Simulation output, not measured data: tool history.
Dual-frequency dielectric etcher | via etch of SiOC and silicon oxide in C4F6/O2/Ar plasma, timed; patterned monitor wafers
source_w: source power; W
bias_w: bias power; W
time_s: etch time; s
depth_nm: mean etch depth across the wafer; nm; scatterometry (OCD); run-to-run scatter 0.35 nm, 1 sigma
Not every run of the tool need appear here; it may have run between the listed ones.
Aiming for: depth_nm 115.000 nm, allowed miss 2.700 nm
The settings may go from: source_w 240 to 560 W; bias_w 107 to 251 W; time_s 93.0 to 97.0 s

run 1 day=0.000 | source_w=400 bias_w=179 time_s=93.0 | depth_nm=93.201
run 2 day=0.346 | source_w=350 bias_w=179 time_s=93.0 | depth_nm=86.360
run 3 day=0.621 | source_w=390 bias_w=179 time_s=93.0 | depth_nm=92.130
run 4 day=0.833 | source_w=390 bias_w=210 time_s=93.0 | depth_nm=95.767
run 5 day=1.138 | source_w=390 bias_w=210 time_s=97.0 | depth_nm=100.260
run 6 day=1.375 | source_w=390 bias_w=210 time_s=93.0 | depth_nm=95.655
run 7 day=1.467 | source_w=410 bias_w=212 time_s=93.0 | depth_nm=98.620
run 8 day=1.621 | source_w=490 bias_w=227 time_s=93.5 | depth_nm=110.450
run 9 day=1.846 | source_w=490 bias_w=228 time_s=93.5 | depth_nm=109.990

Below are 5 possible settings for the next run. Only one of them brings all results inside the allowed miss of their targets. Which is it?
run A day=2.071 | source_w=560 bias_w=237 time_s=94.5 | depth_nm=?
run B day=2.071 | source_w=540 bias_w=222 time_s=93.0 | depth_nm=?
run C day=2.071 | source_w=540 bias_w=239 time_s=96.5 | depth_nm=?
run D day=2.071 | source_w=410 bias_w=201 time_s=95.0 | depth_nm=?
run E day=2.071 | source_w=470 bias_w=239 time_s=93.0 | depth_nm=?

move=A depth_nm=119.550
move=B depth_nm=113.680
move=C depth_nm=120.260
move=D depth_nm=98.749
move=E depth_nm=108.360
A: moves the result that the last run missed by most past its target, out the other side
B: all results land within tolerance of their targets
C: moves the result that the last run missed by most past its target, out the other side
D: further off than the last run
E: further off than the last run
So the answer is move B, the one that meets all the targets.
